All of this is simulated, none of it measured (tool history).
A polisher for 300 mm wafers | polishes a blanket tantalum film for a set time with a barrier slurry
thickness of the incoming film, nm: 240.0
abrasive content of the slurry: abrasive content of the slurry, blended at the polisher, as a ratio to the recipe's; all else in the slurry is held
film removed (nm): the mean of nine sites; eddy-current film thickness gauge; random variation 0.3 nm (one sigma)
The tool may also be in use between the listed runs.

run    day  flow of slurry (ml/min)  pressure of the wafer on the pad (psi)  speed of the pad under the wafer (m/s)  abrasive content of the slurry  polishing time (s)  film removed (nm)
  1  0.000                      145                                     2.1                                    1.00                             1.0                  69             95.042
  2  0.367                      140                                     1.9                                    0.92                             1.0                  69             79.859
  3  0.638                      140                                     1.9                                    0.92                             1.0                  73             83.892
  4  0.700                      135                                     1.7                                    0.86                             1.0                  73             69.697
  5  0.879                      135                                     2.0                                    0.86                             1.0                  73             81.044
  6  1.233                      135                                     2.0                                    0.86                             1.2                  73             85.726
  7  1.575                      130                                     1.8                                    0.82                             1.2                  73             73.149
  8  1.617                      130                                     1.8                                    0.82                             1.2                  73             72.492

Run 9 comes next. What will it give?
     1.867  -- slurry nozzle cleaned
  9  1.867                      125                                     1.6                                    0.80                             1.2                  73                  ?

film removed (nm): 69.465
